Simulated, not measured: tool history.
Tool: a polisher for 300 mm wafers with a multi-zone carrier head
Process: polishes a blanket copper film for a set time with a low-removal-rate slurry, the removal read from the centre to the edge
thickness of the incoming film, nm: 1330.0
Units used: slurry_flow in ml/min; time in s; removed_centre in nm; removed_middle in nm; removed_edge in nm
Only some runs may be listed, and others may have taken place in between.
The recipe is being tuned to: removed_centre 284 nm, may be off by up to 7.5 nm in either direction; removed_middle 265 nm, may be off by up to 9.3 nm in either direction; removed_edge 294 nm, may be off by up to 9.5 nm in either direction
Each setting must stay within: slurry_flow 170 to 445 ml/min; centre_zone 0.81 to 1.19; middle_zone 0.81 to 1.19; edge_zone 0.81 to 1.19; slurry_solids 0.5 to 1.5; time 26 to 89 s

run 1 hour=0 | slurry_flow=285 centre_zone=1 middle_zone=1 edge_zone=1 slurry_solids=1 time=57 | removed_centre=224.34 removed_middle=220.01 removed_edge=226.59
run 2 hour=5 | slurry_flow=240 centre_zone=1 middle_zone=1 edge_zone=1 slurry_solids=1 time=57 | removed_centre=219.83 removed_middle=217.5 removed_edge=219.98
run 3 hour=8.8 | slurry_flow=265 centre_zone=1.02 middle_zone=1.01 edge_zone=1.04 slurry_solids=1.1 time=57 | removed_centre=229.24 removed_middle=226.4 removed_edge=230.25
run 4 hour=17.8 | slurry_flow=265 centre_zone=1.02 middle_zone=0.96 edge_zone=1.04 slurry_solids=1.1 time=57 | removed_centre=233.61 removed_middle=216.61 removed_edge=232.62
run 5 hour=25.7 | slurry_flow=285 centre_zone=1.03 middle_zone=0.97 edge_zone=1.07 slurry_solids=1.2 time=58 | removed_centre=243.54 removed_middle=226.55 removed_edge=244.09
run 6 hour=27.7 | slurry_flow=300 centre_zone=1.04 middle_zone=0.97 edge_zone=1.09 slurry_solids=1.25 time=59 | removed_centre=252.6 removed_middle=234.25 removed_edge=253.98
run 7 hour=31.8 | slurry_flow=310 centre_zone=1.04 middle_zone=0.97 edge_zone=1.11 slurry_solids=1.3 time=60 | removed_centre=260.52 removed_middle=241.29 removed_edge=264.91
run 8 hour=39.7 | slurry_flow=320 centre_zone=1.05 middle_zone=0.98 edge_zone=1.13 slurry_solids=1.35 time=60 | removed_centre=265.26 removed_middle=249.36 removed_edge=265.52
run 9 hour=41.4 | slurry_flow=325 centre_zone=1.05 middle_zone=0.97 edge_zone=1.14 slurry_solids=1.4 time=61 | removed_centre=268.07 removed_middle=251.25 removed_edge=274.1

4 next moves are on the table. One of them brings every result within its allowed miss. Which?
run A hour=43.1 | slurry_flow=315 centre_zone=0.99 middle_zone=0.91 edge_zone=1.18 slurry_solids=1.4 time=64 | removed_centre=? removed_middle=? removed_edge=?
run B hour=43.1 | slurry_flow=345 centre_zone=0.97 middle_zone=0.89 edge_zone=1.19 slurry_solids=1.25 time=62 | removed_centre=? removed_middle=? removed_edge=?
run C hour=43.1 | slurry_flow=355 centre_zone=1.04 middle_zone=0.91 edge_zone=1.17 slurry_solids=1.15 time=66 | removed_centre=? removed_middle=? removed_edge=?
run D hour=43.1 | slurry_flow=325 centre_zone=1.04 middle_zone=0.98 edge_zone=1.17 slurry_solids=1.4 time=64 | removed_centre=? removed_middle=? removed_edge=?

move=A removed_centre=267.31 removed_middle=247.84 removed_edge=293.05
move=B removed_centre=250.68 removed_middle=232.77 removed_edge=280.92
move=C removed_centre=282.76 removed_middle=249.12 removed_edge=292.72
move=D removed_centre=282.01 removed_middle=264.44 removed_edge=292.32
A: no nearer and no further than the last run
B: misses by more than the last run did
C: gets the furthest-off result to its target, but another result is out of tolerance
D: every result within its allowed miss
Correct choice: D, which meets every target
